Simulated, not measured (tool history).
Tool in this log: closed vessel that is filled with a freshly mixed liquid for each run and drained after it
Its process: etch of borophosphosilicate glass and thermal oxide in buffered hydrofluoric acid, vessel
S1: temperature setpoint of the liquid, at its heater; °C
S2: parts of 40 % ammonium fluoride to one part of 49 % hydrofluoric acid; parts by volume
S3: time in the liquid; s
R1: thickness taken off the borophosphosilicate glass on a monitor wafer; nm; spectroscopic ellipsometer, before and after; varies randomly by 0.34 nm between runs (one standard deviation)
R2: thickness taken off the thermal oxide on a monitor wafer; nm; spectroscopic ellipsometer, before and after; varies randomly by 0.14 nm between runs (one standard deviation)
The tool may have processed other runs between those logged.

run	hour	S1	S2	S3	R1	R2
1	0.0	24.0	22.0	60	58.031	34.277
2	7.4	24.0	17.0	60	72.877	42.666
3	13.2	22.0	19.0	60	58.719	34.159
4	17.7	22.0	19.0	75	73.133	42.610
5	26.0	20.5	21.5	75	60.242	35.054
6	30.0	19.5	23.0	75	55.124	32.063
7	35.9	17.0	30.0	75	39.411	23.160

What will run 8 give?
8	39.8	17.0	30.0	75	?	?

R1: 39.225 nm
R2: 23.321 nm
